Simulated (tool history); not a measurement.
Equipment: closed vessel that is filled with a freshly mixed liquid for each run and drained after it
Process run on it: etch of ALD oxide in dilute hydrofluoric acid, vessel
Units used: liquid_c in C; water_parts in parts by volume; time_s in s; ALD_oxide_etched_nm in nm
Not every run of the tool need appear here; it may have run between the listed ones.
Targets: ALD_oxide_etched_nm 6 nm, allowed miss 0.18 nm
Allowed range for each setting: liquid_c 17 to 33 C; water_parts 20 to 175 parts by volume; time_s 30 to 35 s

| run | hour | liquid_c | water_parts | time_s | ALD_oxide_etched_nm |
|---|---|---|---|---|---|
| 1 | 0 | 25 | 95 | 35 | 12.029 |
| 2 | 8.5 | 25 | 95 | 35 | 12.019 |
| 3 | 12 | 25 | 95 | 35 | 12.152 |
| 4 | 17 | 23.5 | 105 | 35 | 10.054 |
| 5 | 19.4 | 22 | 110 | 35 | 9.105 |
| 6 | 22.3 | 21 | 115 | 35 | 8.2296 |
| 7 | 29.7 | 20 | 120 | 35 | 7.7343 |
| 8 | 32.8 | 19.5 | 125 | 35 | 7.1633 |
| 9 | 36.6 | 19 | 125 | 35 | 6.9105 |
| 10 | 40.5 | 18.5 | 125 | 35 | 6.8706 |
| 11 | 42.4 | 18 | 125 | 35 | 6.7154 |

Consider the 5 candidate settings below. Which is the only one whose results all fall within their allowed miss of target?
| A | 44.3 | 17 | 145 | 35 | ? |
| B | 44.3 | 17 | 125 | 30 | ? |
| C | 44.3 | 17.5 | 125 | 35 | ? |
| D | 44.3 | 17 | 115 | 30 | ? |
| E | 44.3 | 19.5 | 120 | 30 | ? |

| move | ALD_oxide_etched_nm |
|---|---|
| A | 5.3841 |
| B | 5.4602 |
| C | 6.5038 |
| D | 5.9953 |
| E | 6.3369 |
A: takes the result that was furthest off past its target
B: takes the result that was furthest off past its target
C: gains on the last run, yet a result remains outside its allowed miss
D: in spec on every target
E: gains on the last run, yet a result remains outside its allowed miss
Answer: D
